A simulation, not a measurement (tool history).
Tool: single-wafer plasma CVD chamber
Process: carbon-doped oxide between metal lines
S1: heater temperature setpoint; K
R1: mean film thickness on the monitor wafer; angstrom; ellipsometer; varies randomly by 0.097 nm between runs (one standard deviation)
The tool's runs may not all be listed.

run 1 hour=0 | S1=638.15 chamber_pressure_(Torr)=4.84 RF_power_(W)=380 deposition_time_(s)=6.02 | R1=229.86
run 2 hour=2.2 | S1=638.15 chamber_pressure_(Torr)=4.29 RF_power_(W)=380 deposition_time_(s)=6.02 | R1=223.88
run 3 hour=3 | S1=638.15 chamber_pressure_(Torr)=4.13 RF_power_(W)=370 deposition_time_(s)=6 | R1=217.67
run 4 hour=11.2 | S1=638.15 chamber_pressure_(Torr)=3.99 RF_power_(W)=360 deposition_time_(s)=5.99 | R1=208.97
run 5 hour=13.5 | S1=638.15 chamber_pressure_(Torr)=3.84 RF_power_(W)=355 deposition_time_(s)=5.99 | R1=207.65
run 6 hour=20.9 | S1=638.15 chamber_pressure_(Torr)=3.72 RF_power_(W)=350 deposition_time_(s)=5.98 | R1=201.95

Predict the results of run 7:
run 7 hour=23.2 | S1=638.15 chamber_pressure_(Torr)=3.6 RF_power_(W)=350 deposition_time_(s)=5.98 | R1=?

Run 7 gave R1 202.03 angstrom.

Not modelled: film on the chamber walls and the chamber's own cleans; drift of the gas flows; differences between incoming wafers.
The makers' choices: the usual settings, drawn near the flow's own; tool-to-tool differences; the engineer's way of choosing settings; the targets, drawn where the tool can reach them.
